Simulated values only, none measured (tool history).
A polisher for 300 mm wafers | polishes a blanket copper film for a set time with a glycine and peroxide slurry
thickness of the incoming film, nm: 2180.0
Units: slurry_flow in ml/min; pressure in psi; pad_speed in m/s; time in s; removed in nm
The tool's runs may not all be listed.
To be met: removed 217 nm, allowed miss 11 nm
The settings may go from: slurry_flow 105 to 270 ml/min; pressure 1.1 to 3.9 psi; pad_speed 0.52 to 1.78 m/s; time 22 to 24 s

run  hour  slurry_flow  pressure  pad_speed  time  removed
  1     0          175       2.5       1.14    24   157.24
  2   2.2          175       2.6       1.14    24   156.41
  3   6.6          175       2.8       1.16    24    168.1
  4     8          175       2.8       1.32    24   182.44
     14.5  -- head pressure recalibrated
  5  14.5          175       2.9       1.32    24   184.63
  6    23          175         3       1.32    24   188.79
  7  25.3          175       3.1       1.32    24   194.89
  8  30.8          175       3.1       1.32    24   189.79

Which of these 4 next moves meets every target?
  A  36.3          185       3.2       1.48    24        ?
  B  36.3          170       3.6       1.54    24        ?
  C  36.3          190       2.9       1.28    22        ?
  D  36.3          175       2.8       1.34    23        ?

move  removed
   A   206.16
   B   230.01
   C   160.27
   D   165.37
A: meets every target
B: takes the result that was furthest off past its target
C: further off than the last run
D: further off than the last run
Move A is the one to make.

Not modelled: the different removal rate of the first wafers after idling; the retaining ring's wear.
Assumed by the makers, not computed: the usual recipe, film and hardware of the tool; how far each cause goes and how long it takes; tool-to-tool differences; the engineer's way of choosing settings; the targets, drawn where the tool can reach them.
